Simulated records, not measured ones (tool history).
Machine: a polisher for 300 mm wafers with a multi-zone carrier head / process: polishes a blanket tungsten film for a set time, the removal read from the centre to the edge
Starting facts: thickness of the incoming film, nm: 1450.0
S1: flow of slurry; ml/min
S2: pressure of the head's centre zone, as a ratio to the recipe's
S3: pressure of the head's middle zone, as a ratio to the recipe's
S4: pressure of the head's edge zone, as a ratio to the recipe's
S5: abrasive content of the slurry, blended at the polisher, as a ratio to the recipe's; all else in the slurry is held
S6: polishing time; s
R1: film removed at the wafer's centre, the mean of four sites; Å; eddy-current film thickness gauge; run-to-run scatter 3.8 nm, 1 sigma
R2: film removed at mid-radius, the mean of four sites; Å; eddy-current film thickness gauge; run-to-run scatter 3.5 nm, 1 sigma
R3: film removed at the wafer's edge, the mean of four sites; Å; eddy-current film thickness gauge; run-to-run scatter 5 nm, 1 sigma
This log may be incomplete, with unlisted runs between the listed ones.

run  hour   S1    S2    S3    S4    S5  S6      R1      R2      R3
  1     0  310     1     1     1     1  81  4158.7  4139.2  4234.5
  2   8.7  310  1.06     1     1     1  81  4457.7  4007.7  4075.4
  3  14.1  310  1.06  1.08     1     1  81  4433.3  4344.2  4167.9
  4  22.2  320  1.07   1.1  1.01  1.05  81  4523.1  4490.5  4173.8
  5  29.1  320  1.07   1.1  1.07  1.05  81  4536.3    4544  4296.1
  6  37.1  320  1.07   1.1  1.02  1.05  81  4527.7  4482.6  4235.3

What will run 7 give?
  7  38.6  325  1.08  1.11  1.04  1.1  81   ?   ?   ?

Logged for run 7: R1 4622.6 Å, R2 4528.8 Å, R3 4269.3 Å.

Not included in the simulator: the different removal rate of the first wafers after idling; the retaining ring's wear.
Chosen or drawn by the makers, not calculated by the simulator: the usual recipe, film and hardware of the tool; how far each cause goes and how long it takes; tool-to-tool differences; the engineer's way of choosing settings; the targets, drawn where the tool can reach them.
